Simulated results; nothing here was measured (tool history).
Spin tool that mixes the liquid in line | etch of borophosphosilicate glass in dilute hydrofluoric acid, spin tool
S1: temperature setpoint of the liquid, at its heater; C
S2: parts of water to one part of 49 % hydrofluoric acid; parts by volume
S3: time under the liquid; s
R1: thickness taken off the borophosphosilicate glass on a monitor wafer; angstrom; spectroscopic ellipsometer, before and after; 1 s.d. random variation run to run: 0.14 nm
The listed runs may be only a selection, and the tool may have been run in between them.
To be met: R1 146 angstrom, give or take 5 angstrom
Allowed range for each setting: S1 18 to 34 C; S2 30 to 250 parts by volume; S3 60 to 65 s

{"run": 1, "hour": 0.0, "S1": 26, "S2": 140, "S3": 60, "R1": 177.25}
{"run": 2, "hour": 0.7, "S1": 26, "S2": 180, "S3": 60, "R1": 130.94}
{"run": 3, "hour": 7.1, "S1": 26, "S2": 135, "S3": 60, "R1": 186.23}
{"run": 4, "hour": 14.5, "S1": 25, "S2": 135, "S3": 60, "R1": 177.19}
{"run": 5, "hour": 21.3, "S1": 24.5, "S2": 135, "S3": 60, "R1": 173.37}
{"run": 6, "hour": 24.2, "S1": 24.5, "S2": 135, "S3": 60, "R1": 174.58}
{"run": 7, "hour": 30.8, "S1": 24, "S2": 135, "S3": 60, "R1": 172.37}
{"run": 8, "hour": 33.4, "S1": 23.5, "S2": 135, "S3": 60, "R1": 166.7}

Which single option among these 5 for the next run brings every result within its allowed miss of target? Just one does.
{"run": "A", "hour": 36.0, "S1": 24.5, "S2": 155, "S3": 60, "R1": "?"}
{"run": "B", "hour": 36.0, "S1": 22, "S2": 155, "S3": 60, "R1": "?"}
{"run": "C", "hour": 36.0, "S1": 21.5, "S2": 130, "S3": 60, "R1": "?"}
{"run": "D", "hour": 36.0, "S1": 24.5, "S2": 180, "S3": 65, "R1": "?"}
{"run": "E", "hour": 36.0, "S1": 23.5, "S2": 140, "S3": 60, "R1": "?"}

move=A R1=146.65
move=B R1=133.23
move=C R1=160.08
move=D R1=132.99
move=E R1=158.97
A: every result within its allowed miss
B: pushes the last run's worst result past its target
C: nearer than the last run, and not there yet
D: pushes the last run's worst result past its target
E: nearer than the last run, and not there yet
A is the move that brings every result within its allowed miss.

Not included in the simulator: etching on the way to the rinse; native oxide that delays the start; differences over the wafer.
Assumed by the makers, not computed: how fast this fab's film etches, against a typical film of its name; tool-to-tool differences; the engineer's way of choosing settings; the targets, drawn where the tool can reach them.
